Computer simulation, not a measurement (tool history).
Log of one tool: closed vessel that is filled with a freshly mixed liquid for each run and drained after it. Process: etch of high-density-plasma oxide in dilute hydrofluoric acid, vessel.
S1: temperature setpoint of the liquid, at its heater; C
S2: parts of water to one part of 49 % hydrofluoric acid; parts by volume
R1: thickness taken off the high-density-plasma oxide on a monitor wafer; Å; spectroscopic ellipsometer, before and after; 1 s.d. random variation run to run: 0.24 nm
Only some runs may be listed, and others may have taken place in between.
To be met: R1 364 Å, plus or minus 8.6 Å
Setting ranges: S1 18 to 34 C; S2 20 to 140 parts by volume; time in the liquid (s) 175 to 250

{"run": 1, "hour": 0.0, "S1": 26, "S2": 75, "time in the liquid (s)": 250, "R1": 209.65}
{"run": 2, "hour": 5.1, "S1": 24, "S2": 75, "time in the liquid (s)": 250, "R1": 191.36}
{"run": 3, "hour": 7.4, "S1": 22.5, "S2": 75, "time in the liquid (s)": 250, "R1": 181.62}
{"run": 4, "hour": 14.6, "S1": 26, "S2": 70, "time in the liquid (s)": 250, "R1": 226.55}
{"run": 5, "hour": 22.0, "S1": 28.5, "S2": 70, "time in the liquid (s)": 250, "R1": 249.83}
{"run": 6, "hour": 26.0, "S1": 30, "S2": 65, "time in the liquid (s)": 250, "R1": 285.28}
{"run": 7, "hour": 28.6, "S1": 31, "S2": 65, "time in the liquid (s)": 250, "R1": 296.66}
{"run": 8, "hour": 37.4, "S1": 31, "S2": 65, "time in the liquid (s)": 250, "R1": 296.53}
{"run": 9, "hour": 45.6, "S1": 32, "S2": 65, "time in the liquid (s)": 250, "R1": 306.18}
{"run": 10, "hour": 50.6, "S1": 34, "S2": 55, "time in the liquid (s)": 250, "R1": 403.53}
{"run": 11, "hour": 59.8, "S1": 33.5, "S2": 55, "time in the liquid (s)": 250, "R1": 391.85}
{"run": 12, "hour": 67.8, "S1": 33.5, "S2": 55, "time in the liquid (s)": 250, "R1": 398.68}
{"run": 13, "hour": 69.6, "S1": 33.5, "S2": 55, "time in the liquid (s)": 250, "R1": 395.67}
{"run": 14, "hour": 75.4, "S1": 33, "S2": 55, "time in the liquid (s)": 250, "R1": 387.34}
{"run": 15, "hour": 82.9, "S1": 32.5, "S2": 55, "time in the liquid (s)": 250, "R1": 380.58}

Exercise: of the 4 proposed moves below, exactly one satisfies all targets within the stated allowed misses. Which move is it?
{"run": "A", "hour": 90.4, "S1": 27.5, "S2": 50, "time in the liquid (s)": 250, "R1": "?"}
{"run": "B", "hour": 90.4, "S1": 34, "S2": 60, "time in the liquid (s)": 250, "R1": "?"}
{"run": "C", "hour": 90.4, "S1": 33, "S2": 60, "time in the liquid (s)": 240, "R1": "?"}
{"run": "D", "hour": 90.4, "S1": 29, "S2": 40, "time in the liquid (s)": 185, "R1": "?"}

move=A R1=342.66
move=B R1=362.92
move=C R1=335.41
move=D R1=341.21
A: takes the result that was furthest off past its target
B: each result inside its tolerance
C: takes the result that was furthest off past its target
D: takes the result that was furthest off past its target
Answer: B
